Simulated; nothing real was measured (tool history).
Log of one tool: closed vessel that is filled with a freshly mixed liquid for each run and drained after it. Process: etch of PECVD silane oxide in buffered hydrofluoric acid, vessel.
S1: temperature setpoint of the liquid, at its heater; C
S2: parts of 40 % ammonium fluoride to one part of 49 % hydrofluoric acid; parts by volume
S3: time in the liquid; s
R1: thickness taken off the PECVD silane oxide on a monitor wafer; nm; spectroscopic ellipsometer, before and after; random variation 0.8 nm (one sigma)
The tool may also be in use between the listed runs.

| run | day | S1 | S2 | S3 | R1 |
|---|---|---|---|---|---|
| 1 | 0.000 | 21.0 | 8.5 | 90 | 126.92 |
| 2 | 0.354 | 21.0 | 6.0 | 90 | 181.06 |
| 3 | 0.608 | 20.0 | 7.0 | 90 | 147.03 |
| 4 | 0.788 | 20.0 | 7.0 | 90 | 145.19 |
| 5 | 1.012 | 19.0 | 7.5 | 90 | 129.82 |
|  | 1.271 | hydrofluoric acid flow meter replaced |
| 6 | 1.271 | 19.0 | 7.5 | 100 | 153.83 |
| 7 | 1.500 | 18.5 | 8.0 | 100 | 142.22 |
| 8 | 1.867 | 18.0 | 8.5 | 100 | 127.85 |

Forecast run 9:
| 9 | 2.225 | 17.5 | 9.0 | 100 | ? |

R1: 117.74 nm

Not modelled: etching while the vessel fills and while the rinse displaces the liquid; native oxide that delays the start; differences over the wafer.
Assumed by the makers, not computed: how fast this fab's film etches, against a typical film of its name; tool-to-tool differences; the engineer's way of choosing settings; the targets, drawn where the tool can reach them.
